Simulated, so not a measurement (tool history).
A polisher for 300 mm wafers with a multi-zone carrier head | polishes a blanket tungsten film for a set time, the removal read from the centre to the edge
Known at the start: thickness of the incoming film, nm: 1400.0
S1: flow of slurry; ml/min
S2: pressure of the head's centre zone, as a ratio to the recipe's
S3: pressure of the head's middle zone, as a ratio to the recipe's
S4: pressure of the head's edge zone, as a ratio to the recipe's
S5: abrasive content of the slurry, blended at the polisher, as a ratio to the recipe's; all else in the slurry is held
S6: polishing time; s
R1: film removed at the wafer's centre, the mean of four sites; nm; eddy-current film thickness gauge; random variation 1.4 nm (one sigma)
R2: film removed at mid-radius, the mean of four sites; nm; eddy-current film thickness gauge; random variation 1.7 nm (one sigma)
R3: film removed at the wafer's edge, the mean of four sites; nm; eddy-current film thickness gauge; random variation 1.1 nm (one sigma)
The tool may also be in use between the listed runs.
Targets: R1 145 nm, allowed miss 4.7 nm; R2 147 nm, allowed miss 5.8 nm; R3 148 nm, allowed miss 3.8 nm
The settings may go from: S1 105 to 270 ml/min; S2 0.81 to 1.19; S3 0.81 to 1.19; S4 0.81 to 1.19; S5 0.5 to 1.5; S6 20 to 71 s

{"run": 1, "hour": 0.0, "S1": 175, "S2": 1, "S3": 1, "S4": 1, "S5": 1, "S6": 45, "R1": 217.33, "R2": 211.62, "R3": 212.46}
{"run": 2, "hour": 2.4, "S1": 205, "S2": 1, "S3": 1, "S4": 1, "S5": 1, "S6": 45, "R1": 216.14, "R2": 214.3, "R3": 213.38}
{"run": 3, "hour": 11.2, "S1": 205, "S2": 0.97, "S3": 0.97, "S4": 0.96, "S5": 0.85, "S6": 42, "R1": 184.57, "R2": 186.43, "R3": 186.15}
{"run": 4, "hour": 14.2, "S1": 200, "S2": 0.95, "S3": 0.94, "S4": 0.92, "S5": 0.75, "S6": 41, "R1": 168.94, "R2": 168.59, "R3": 169.4}
{"run": 5, "hour": 20.2, "S1": 190, "S2": 0.93, "S3": 0.92, "S4": 0.88, "S5": 0.7, "S6": 41, "R1": 162.77, "R2": 163.29, "R3": 157.75}
{"run": 6, "hour": 22.4, "S1": 190, "S2": 0.93, "S3": 0.98, "S4": 0.88, "S5": 0.7, "S6": 41, "R1": 159.55, "R2": 173.15, "R3": 158.14}
{"run": 7, "hour": 27.4, "S1": 175, "S2": 0.91, "S3": 0.94, "S4": 0.88, "S5": 0.7, "S6": 41, "R1": 155.06, "R2": 165.47, "R3": 156.27}
{"run": 8, "hour": 34.9, "S1": 165, "S2": 0.9, "S3": 0.91, "S4": 0.88, "S5": 0.7, "S6": 41, "R1": 153.32, "R2": 157.78, "R3": 157.69}
{"run": 9, "hour": 40.2, "S1": 160, "S2": 0.89, "S3": 0.9, "S4": 0.86, "S5": 0.7, "S6": 41, "R1": 149.43, "R2": 158.2, "R3": 156.84}
{"run": 10, "hour": 46.7, "S1": 130, "S2": 0.93, "S3": 0.85, "S4": 0.81, "S5": 0.6, "S6": 41, "R1": 141.11, "R2": 136.42, "R3": 138.41}
{"run": 11, "hour": 54.8, "S1": 140, "S2": 0.92, "S3": 0.86, "S4": 0.82, "S5": 0.6, "S6": 41, "R1": 141.08, "R2": 142.89, "R3": 139.83}
{"run": 12, "hour": 61.1, "S1": 150, "S2": 0.91, "S3": 0.86, "S4": 0.83, "S5": 0.6, "S6": 41, "R1": 143.67, "R2": 143.46, "R3": 143.76}
{"run": 13, "hour": 69.4, "S1": 155, "S2": 0.9, "S3": 0.86, "S4": 0.84, "S5": 0.6, "S6": 41, "R1": 139.72, "R2": 142.87, "R3": 144.47}

4 next moves are on the table. One of them brings every result within its allowed miss. Which?
{"run": "A", "hour": 77.7, "S1": 160, "S2": 0.89, "S3": 0.89, "S4": 0.87, "S5": 0.85, "S6": 34, "R1": "?", "R2": "?", "R3": "?"}
{"run": "B", "hour": 77.7, "S1": 185, "S2": 0.89, "S3": 0.85, "S4": 1.08, "S5": 0.65, "S6": 37, "R1": "?", "R2": "?", "R3": "?"}
{"run": "C", "hour": 77.7, "S1": 150, "S2": 0.98, "S3": 0.89, "S4": 0.81, "S5": 0.5, "S6": 45, "R1": "?", "R2": "?", "R3": "?"}
{"run": "D", "hour": 77.7, "S1": 150, "S2": 0.9, "S3": 0.85, "S4": 0.84, "S5": 0.65, "S6": 41, "R1": "?", "R2": "?", "R3": "?"}

move=A R1=133.72 R2=138.28 R3=140.64
move=B R1=133.3 R2=134.22 R3=152.28
move=C R1=150.12 R2=141.84 R3=140.77
move=D R1=144.42 R2=144.44 R3=148.9
A: further off than the last run
B: further off than the last run
C: takes the result that was furthest off past its target
D: meets every target
The right move is D.

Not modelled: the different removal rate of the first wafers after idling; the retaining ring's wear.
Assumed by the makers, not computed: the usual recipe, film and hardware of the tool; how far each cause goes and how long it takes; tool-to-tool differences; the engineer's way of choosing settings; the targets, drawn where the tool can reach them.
